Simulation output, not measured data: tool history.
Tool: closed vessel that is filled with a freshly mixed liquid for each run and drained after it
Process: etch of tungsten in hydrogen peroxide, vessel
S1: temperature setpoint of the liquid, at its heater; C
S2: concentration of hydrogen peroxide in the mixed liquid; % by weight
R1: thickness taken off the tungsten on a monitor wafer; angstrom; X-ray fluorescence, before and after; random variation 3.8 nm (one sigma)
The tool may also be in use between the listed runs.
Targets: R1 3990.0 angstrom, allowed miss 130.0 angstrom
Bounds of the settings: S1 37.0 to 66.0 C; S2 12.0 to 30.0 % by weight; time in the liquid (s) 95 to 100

{"run": 1, "hour": 0.0, "S1": 53.0, "S2": 22.0, "time in the liquid (s)": 95, "R1": 1793.0}
{"run": 2, "hour": 6.5, "S1": 53.0, "S2": 22.0, "time in the liquid (s)": 95, "R1": 1759.2}
{"run": 3, "hour": 12.4, "S1": 53.0, "S2": 25.5, "time in the liquid (s)": 95, "R1": 1883.5}
{"run": 4, "hour": 16.6, "S1": 50.5, "S2": 25.5, "time in the liquid (s)": 95, "R1": 1626.7}
{"run": 5, "hour": 17.3, "S1": 53.5, "S2": 25.5, "time in the liquid (s)": 95, "R1": 1974.8}
{"run": 6, "hour": 22.5, "S1": 57.0, "S2": 25.5, "time in the liquid (s)": 95, "R1": 2430.0}
{"run": 7, "hour": 25.8, "S1": 59.5, "S2": 25.5, "time in the liquid (s)": 95, "R1": 2747.8}
{"run": 8, "hour": 30.0, "S1": 59.5, "S2": 25.5, "time in the liquid (s)": 95, "R1": 2817.5}
{"run": 9, "hour": 38.2, "S1": 61.0, "S2": 25.5, "time in the liquid (s)": 95, "R1": 3066.2}

5 next moves are on the table. One of them brings every result within its allowed miss. Which?
{"run": "A", "hour": 46.4, "S1": 65.0, "S2": 26.0, "time in the liquid (s)": 100, "R1": "?"}
{"run": "B", "hour": 46.4, "S1": 59.5, "S2": 23.0, "time in the liquid (s)": 95, "R1": "?"}
{"run": "C", "hour": 46.4, "S1": 66.0, "S2": 26.0, "time in the liquid (s)": 100, "R1": "?"}
{"run": "D", "hour": 46.4, "S1": 62.0, "S2": 24.5, "time in the liquid (s)": 100, "R1": "?"}
{"run": "E", "hour": 46.4, "S1": 64.5, "S2": 26.0, "time in the liquid (s)": 95, "R1": "?"}

move=A R1=4070.2
move=B R1=2661.9
move=C R1=4303.2
move=D R1=3336.9
move=E R1=3760.1
A: meets every target
B: further off than the last run
C: takes the result that was furthest off past its target
D: nearer than the last run, and not there yet
E: nearer than the last run, and not there yet
Move A is the one to make.
